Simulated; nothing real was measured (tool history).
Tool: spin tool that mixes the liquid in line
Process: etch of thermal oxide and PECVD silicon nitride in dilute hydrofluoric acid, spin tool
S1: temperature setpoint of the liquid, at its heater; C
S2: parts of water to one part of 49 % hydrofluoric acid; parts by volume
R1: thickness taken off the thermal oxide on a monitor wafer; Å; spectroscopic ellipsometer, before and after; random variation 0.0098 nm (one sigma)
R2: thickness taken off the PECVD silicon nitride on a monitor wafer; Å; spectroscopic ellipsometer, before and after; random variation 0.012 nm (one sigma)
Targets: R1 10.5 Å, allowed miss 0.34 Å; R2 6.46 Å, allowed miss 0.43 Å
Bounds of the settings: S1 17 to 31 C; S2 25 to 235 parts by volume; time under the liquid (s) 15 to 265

run 1 day=0 | S1=23 S2=130 time_under_the_liquid_(s)=135 | R1=39.239 R2=18.733
run 2 day=0.208 | S1=26.5 S2=130 time_under_the_liquid_(s)=135 | R1=44.405 R2=24.15
run 3 day=0.442 | S1=26.5 S2=130 time_under_the_liquid_(s)=115 | R1=38.091 R2=20.409
run 4 day=0.767 | S1=26.5 S2=145 time_under_the_liquid_(s)=110 | R1=32.362 R2=17.355
run 5 day=1.054 | S1=26.5 S2=100 time_under_the_liquid_(s)=110 | R1=49.612 R2=24.609
run 6 day=1.396 | S1=26 S2=120 time_under_the_liquid_(s)=105 | R1=37.748 R2=19.215
run 7 day=1.583 | S1=26 S2=135 time_under_the_liquid_(s)=100 | R1=30.738 R2=16.328
run 8 day=1.679 | S1=25.5 S2=150 time_under_the_liquid_(s)=100 | R1=27.258 R2=14.613
run 9 day=1.979 | S1=25.5 S2=200 time_under_the_liquid_(s)=55 | R1=10.54 R2=5.8865
run 10 day=2.058 | S1=29 S2=215 time_under_the_liquid_(s)=60 | R1=12.03 R2=7.4116
run 11 day=2.225 | S1=28.5 S2=220 time_under_the_liquid_(s)=60 | R1=11.395 R2=7.0031
run 12 day=2.575 | S1=28 S2=225 time_under_the_liquid_(s)=60 | R1=11.066 R2=6.8115

5 next moves are on the table. One of them brings every result within its allowed miss. Which?
run A day=2.925 | S1=27 S2=210 time_under_the_liquid_(s)=60 | R1=? R2=?
run B day=2.925 | S1=27 S2=235 time_under_the_liquid_(s)=70 | R1=? R2=?
run C day=2.925 | S1=25.5 S2=235 time_under_the_liquid_(s)=75 | R1=? R2=?
run D day=2.925 | S1=28.5 S2=220 time_under_the_liquid_(s)=55 | R1=? R2=?
run E day=2.925 | S1=27.5 S2=235 time_under_the_liquid_(s)=70 | R1=? R2=?

move=A R1=11.601 R2=6.7682
move=B R1=11.77 R2=7.0573
move=C R1=11.952 R2=6.8906
move=D R1=10.59 R2=6.494
move=E R1=11.98 R2=7.2771
A: further off than the last run
B: further off than the last run
C: further off than the last run
D: meets every target
E: further off than the last run
Move D is the one to make.
